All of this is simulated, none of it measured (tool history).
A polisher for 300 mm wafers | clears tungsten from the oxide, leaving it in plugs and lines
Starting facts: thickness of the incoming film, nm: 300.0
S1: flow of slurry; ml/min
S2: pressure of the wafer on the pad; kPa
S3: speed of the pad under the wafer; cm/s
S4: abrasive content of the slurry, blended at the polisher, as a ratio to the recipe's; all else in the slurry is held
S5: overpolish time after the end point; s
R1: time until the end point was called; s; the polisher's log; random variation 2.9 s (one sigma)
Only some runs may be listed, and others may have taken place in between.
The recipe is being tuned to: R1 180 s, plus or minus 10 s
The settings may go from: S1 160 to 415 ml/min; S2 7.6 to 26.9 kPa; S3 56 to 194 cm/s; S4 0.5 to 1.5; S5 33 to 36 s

Run 1, day 0: S1 265 ml/min, S2 17.2 kPa, S3 124 cm/s, S4 1, S5 33 s. Result: R1 81.766 s.
Run 2, day 0.258: S1 265 ml/min, S2 17.2 kPa, S3 124 cm/s, S4 1, S5 33 s. Result: R1 82.098 s.
Run 3, day 0.621: S1 320 ml/min, S2 17.2 kPa, S3 124 cm/s, S4 1, S5 33 s. Result: R1 79.511 s.
Run 4, day 0.954: S1 320 ml/min, S2 15.2 kPa, S3 118 cm/s, S4 1, S5 33 s. Result: R1 96.377 s.
Run 5, day 1.038: S1 320 ml/min, S2 11 kPa, S3 118 cm/s, S4 1, S5 33 s. Result: R1 130.57 s.
At day 1.262: worn pad replaced by a new one.
Run 6, day 1.262: S1 355 ml/min, S2 11 kPa, S3 118 cm/s, S4 1, S5 33 s. Result: R1 118.78 s.
Run 7, day 1.379: S1 280 ml/min, S2 8.3 kPa, S3 116 cm/s, S4 1, S5 33 s. Result: R1 161.17 s.
Run 8, day 1.588: S1 275 ml/min, S2 8.3 kPa, S3 114 cm/s, S4 1, S5 33 s. Result: R1 154.7 s.
Run 9, day 1.708: S1 275 ml/min, S2 8.3 kPa, S3 112 cm/s, S4 1, S5 33 s. Result: R1 160.37 s.

Exercise: of the 4 proposed moves below, exactly one satisfies all targets within the stated allowed misses. Which move is it?
Run A, day 1.829: S1 365 ml/min, S2 9.7 kPa, S3 96 cm/s, S4 1.2, S5 33 s. Result: R1 ?.
Run B, day 1.829: S1 305 ml/min, S2 9 kPa, S3 112 cm/s, S4 0.95, S5 36 s. Result: R1 ?.
Run C, day 1.829: S1 240 ml/min, S2 7.6 kPa, S3 112 cm/s, S4 1.05, S5 33 s. Result: R1 ?.
Run D, day 1.829: S1 285 ml/min, S2 8.3 kPa, S3 128 cm/s, S4 0.9, S5 33 s. Result: R1 ?.

move      R1
   A   150.9
   B  152.05
   C  175.31
   D  147.34
A: moves away from the targets compared with the last run
B: moves away from the targets compared with the last run
C: every result lands within tolerance
D: moves away from the targets compared with the last run
The move that meets every target is C.

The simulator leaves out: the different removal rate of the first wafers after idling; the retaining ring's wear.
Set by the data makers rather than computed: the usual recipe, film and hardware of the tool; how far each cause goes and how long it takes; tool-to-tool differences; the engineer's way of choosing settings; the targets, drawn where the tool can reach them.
